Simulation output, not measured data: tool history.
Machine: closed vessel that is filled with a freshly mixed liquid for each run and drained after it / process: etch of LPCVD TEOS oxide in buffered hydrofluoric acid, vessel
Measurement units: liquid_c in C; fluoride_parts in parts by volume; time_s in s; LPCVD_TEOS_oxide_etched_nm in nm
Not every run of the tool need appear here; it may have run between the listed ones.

| run | hour | liquid_c | fluoride_parts | time_s | LPCVD_TEOS_oxide_etched_nm |
|---|---|---|---|---|---|
| 1 | 0.0 | 22.0 | 8.5 | 105 | 256.27 |
| 2 | 1.7 | 22.0 | 8.5 | 105 | 256.82 |
| 3 | 4.9 | 18.5 | 8.5 | 105 | 208.76 |
| 4 | 5.7 | 21.0 | 8.5 | 105 | 239.80 |
| 5 | 7.7 | 23.0 | 8.5 | 105 | 272.56 |
| 6 | 16.5 | 19.5 | 8.5 | 105 | 222.49 |
| 7 | 22.3 | 22.0 | 8.5 | 105 | 254.27 |
| 8 | 28.5 | 23.5 | 8.5 | 105 | 273.66 |
| 9 | 31.8 | 25.0 | 8.5 | 105 | 297.34 |
| 10 | 37.4 | 26.0 | 8.5 | 105 | 318.85 |
| 11 | 44.7 | 26.5 | 8.5 | 105 | 322.66 |
| 12 | 46.6 | 27.0 | 8.5 | 105 | 334.85 |
| 13 | 48.6 | 27.5 | 8.5 | 105 | 339.67 |

Run 14 comes next. What will it give?
| 14 | 55.3 | 28.0 | 8.5 | 105 | ? |

For run 14 the tool returned LPCVD_TEOS_oxide_etched_nm 354.82 nm.
